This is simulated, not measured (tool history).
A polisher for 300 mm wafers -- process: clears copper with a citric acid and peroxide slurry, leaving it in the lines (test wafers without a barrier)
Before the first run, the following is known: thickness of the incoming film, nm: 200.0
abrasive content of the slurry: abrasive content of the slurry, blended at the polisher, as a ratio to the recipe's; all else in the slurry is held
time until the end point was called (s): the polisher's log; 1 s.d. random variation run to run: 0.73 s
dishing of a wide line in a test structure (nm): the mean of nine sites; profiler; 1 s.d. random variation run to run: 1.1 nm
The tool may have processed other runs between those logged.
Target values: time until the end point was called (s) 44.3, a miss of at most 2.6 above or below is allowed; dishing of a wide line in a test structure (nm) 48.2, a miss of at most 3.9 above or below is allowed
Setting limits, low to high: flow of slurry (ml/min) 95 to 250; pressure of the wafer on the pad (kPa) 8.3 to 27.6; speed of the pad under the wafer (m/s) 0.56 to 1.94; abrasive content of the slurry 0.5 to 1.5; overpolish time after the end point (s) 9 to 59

run	hour	flow of slurry (ml/min)	pressure of the wafer on the pad (kPa)	speed of the pad under the wafer (m/s)	abrasive content of the slurry	overpolish time after the end point (s)	time until the end point was called (s)	dishing of a wide line in a test structure (nm)
1	0	160	17.9	1.24	1	30	89.084	35.434
2	7.4	160	20.7	1.3	1	29	72.55	38.694
3	9.3	160	22.8	1.34	1	28	62.813	41.829
4	18	160	24.1	1.36	1	27	59.934	40.433
5	20	200	24.1	1.36	1	27	58.875	41.614
6	21.8	200	24.8	1.4	1	27	56.283	43.116
7	27	200	25.5	1.44	1	27	54.4	40.904
8	32.2	200	26.2	1.5	1	29	47.119	46.043
9	34.4	200	26.9	1.5	1	30	47.827	45.64
10	41.2	200	26.9	1.52	1	31	47.046	45.531

4 next moves are on the table. One of them brings every result within its allowed miss. Which?
A	48	215	26.9	1.26	1.25	44	?	?
B	48	185	27.6	1.6	0.9	37	?	?
C	48	250	27.6	1.74	0.9	30	?	?
D	48	195	27.6	1.64	0.8	20	?	?

move	time until the end point was called (s)	dishing of a wide line in a test structure (nm)
A	52.412	47.181
B	44.788	47.007
C	39.889	46.211
D	44.38	39.796
A: moves away from the targets compared with the last run
B: each result inside its tolerance
C: pushes the last run's worst result past its target
D: gets the furthest-off result to its target, but another result is out of tolerance
So the answer is move B, the one that meets all the targets.
